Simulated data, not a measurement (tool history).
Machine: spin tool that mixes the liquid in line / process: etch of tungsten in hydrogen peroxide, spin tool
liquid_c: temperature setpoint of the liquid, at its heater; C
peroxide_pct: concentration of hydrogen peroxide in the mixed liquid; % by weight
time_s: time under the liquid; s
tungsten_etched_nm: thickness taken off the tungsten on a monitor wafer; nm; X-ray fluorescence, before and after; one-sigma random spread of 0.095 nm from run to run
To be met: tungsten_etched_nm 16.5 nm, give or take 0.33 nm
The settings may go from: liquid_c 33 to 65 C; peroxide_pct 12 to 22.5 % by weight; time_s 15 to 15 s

{"run": 1, "hour": 0.0, "liquid_c": 49, "peroxide_pct": 15.5, "time_s": 15, "tungsten_etched_nm": 10.246}
{"run": 2, "hour": 3.5, "liquid_c": 49, "peroxide_pct": 15.5, "time_s": 15, "tungsten_etched_nm": 10.387}
{"run": 3, "hour": 5.4, "liquid_c": 49, "peroxide_pct": 18, "time_s": 15, "tungsten_etched_nm": 11.081}
{"run": 4, "hour": 10.8, "liquid_c": 50.5, "peroxide_pct": 18, "time_s": 15, "tungsten_etched_nm": 12.109}
{"run": 5, "hour": 18.4, "liquid_c": 50.5, "peroxide_pct": 16.5, "time_s": 15, "tungsten_etched_nm": 11.656}
{"run": 6, "hour": 20.0, "liquid_c": 50.5, "peroxide_pct": 18.5, "time_s": 15, "tungsten_etched_nm": 12.304}
{"run": 7, "hour": 28.0, "liquid_c": 51.5, "peroxide_pct": 18.5, "time_s": 15, "tungsten_etched_nm": 13.169}
{"run": 8, "hour": 35.5, "liquid_c": 52, "peroxide_pct": 18.5, "time_s": 15, "tungsten_etched_nm": 13.578}
{"run": 9, "hour": 41.5, "liquid_c": 52.5, "peroxide_pct": 18.5, "time_s": 15, "tungsten_etched_nm": 13.937}
{"run": 10, "hour": 47.5, "liquid_c": 56, "peroxide_pct": 18.5, "time_s": 15, "tungsten_etched_nm": 17.099}

Consider the 5 candidate settings below. Which is the only one whose results all fall within their allowed miss of target?
{"run": "A", "hour": 53.5, "liquid_c": 57, "peroxide_pct": 17, "time_s": 15, "tungsten_etched_nm": "?"}
{"run": "B", "hour": 53.5, "liquid_c": 57, "peroxide_pct": 16.5, "time_s": 15, "tungsten_etched_nm": "?"}
{"run": "C", "hour": 53.5, "liquid_c": 55, "peroxide_pct": 21, "time_s": 15, "tungsten_etched_nm": "?"}
{"run": "D", "hour": 53.5, "liquid_c": 55, "peroxide_pct": 19, "time_s": 15, "tungsten_etched_nm": "?"}
{"run": "E", "hour": 53.5, "liquid_c": 56, "peroxide_pct": 19, "time_s": 15, "tungsten_etched_nm": "?"}

move=A tungsten_etched_nm=17.538
move=B tungsten_etched_nm=17.279
move=C tungsten_etched_nm=17.326
move=D tungsten_etched_nm=16.481
move=E tungsten_etched_nm=17.484
A: further off than the last run
B: further off than the last run
C: further off than the last run
D: each result inside its tolerance
E: further off than the last run
The move that meets every target is D.
